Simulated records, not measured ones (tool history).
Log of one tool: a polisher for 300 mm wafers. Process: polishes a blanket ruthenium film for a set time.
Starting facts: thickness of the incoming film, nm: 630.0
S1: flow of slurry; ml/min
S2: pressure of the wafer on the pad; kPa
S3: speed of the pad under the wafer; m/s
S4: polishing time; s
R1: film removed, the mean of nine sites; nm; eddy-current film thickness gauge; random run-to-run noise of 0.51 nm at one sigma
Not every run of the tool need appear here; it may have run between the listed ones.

{"run": 1, "day": 0.0, "S1": 205, "S2": 13.1, "S3": 1.02, "S4": 42, "R1": 46.036}
{"run": 2, "day": 0.046, "S1": 205, "S2": 12.4, "S3": 1.02, "S4": 42, "R1": 43.159}
{"run": 3, "day": 0.279, "S1": 205, "S2": 12.4, "S3": 1.02, "S4": 44, "R1": 44.712}
{"run": 4, "day": 0.404, "S1": 205, "S2": 11.7, "S3": 1.02, "S4": 44, "R1": 43.743}
{"run": 5, "day": 0.658, "S1": 230, "S2": 11.7, "S3": 1.02, "S4": 44, "R1": 42.55}
{"run": 6, "day": 0.954, "S1": 195, "S2": 11.7, "S3": 1.02, "S4": 44, "R1": 42.718}
{"run": 7, "day": 1.046, "S1": 195, "S2": 11, "S3": 1.02, "S4": 44, "R1": 38.687}
{"day": 1.425, "done": "worn pad replaced by a new one"}
{"run": 8, "day": 1.425, "S1": 195, "S2": 10.3, "S3": 1.02, "S4": 44, "R1": 41}

Run 9, settings as shown, results not yet in. Your forecast:
{"run": 9, "day": 1.596, "S1": 195, "S2": 9.7, "S3": 1.02, "S4": 44, "R1": "?"}

Run 9 produced R1 37.502 nm.
